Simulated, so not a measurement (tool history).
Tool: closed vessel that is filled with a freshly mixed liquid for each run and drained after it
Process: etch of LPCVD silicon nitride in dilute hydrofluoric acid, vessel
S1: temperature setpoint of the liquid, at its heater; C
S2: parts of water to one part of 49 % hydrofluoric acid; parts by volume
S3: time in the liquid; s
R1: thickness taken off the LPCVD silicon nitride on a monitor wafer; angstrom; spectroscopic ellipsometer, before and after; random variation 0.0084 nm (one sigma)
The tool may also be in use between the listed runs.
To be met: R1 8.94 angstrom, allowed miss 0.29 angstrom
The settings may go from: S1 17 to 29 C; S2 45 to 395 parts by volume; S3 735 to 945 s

| run | hour | S1 | S2 | S3 | R1 |
|---|---|---|---|---|---|
| 1 | 0 | 21 | 220 | 945 | 14.886 |
| 2 | 2.7 | 18.5 | 220 | 945 | 12.79 |
| 3 | 5.2 | 18 | 235 | 945 | 11.393 |
| 4 | 10.6 | 18 | 245 | 945 | 11.107 |
| 5 | 16.1 | 18 | 255 | 945 | 10.77 |
| 6 | 25.2 | 18 | 265 | 945 | 10.265 |
| 7 | 34.7 | 18 | 265 | 945 | 10.223 |
| 8 | 40.1 | 18 | 270 | 945 | 9.9892 |
| 9 | 44.6 | 18 | 275 | 945 | 9.8915 |
| 10 | 50.4 | 18 | 280 | 945 | 9.7434 |
| 11 | 59.6 | 17.5 | 285 | 945 | 9.3601 |

Which of these 4 next moves meets every target?
| A | 68.8 | 18.5 | 285 | 910 | ? |
| B | 68.8 | 17 | 255 | 855 | ? |
| C | 68.8 | 17.5 | 270 | 945 | ? |
| D | 68.8 | 19 | 275 | 875 | ? |

| move | R1 |
|---|---|
| A | 9.5564 |
| B | 9.0507 |
| C | 9.7906 |
| D | 9.8222 |
A: further off than the last run
B: meets every target
C: further off than the last run
D: further off than the last run
Move B is the one to make.
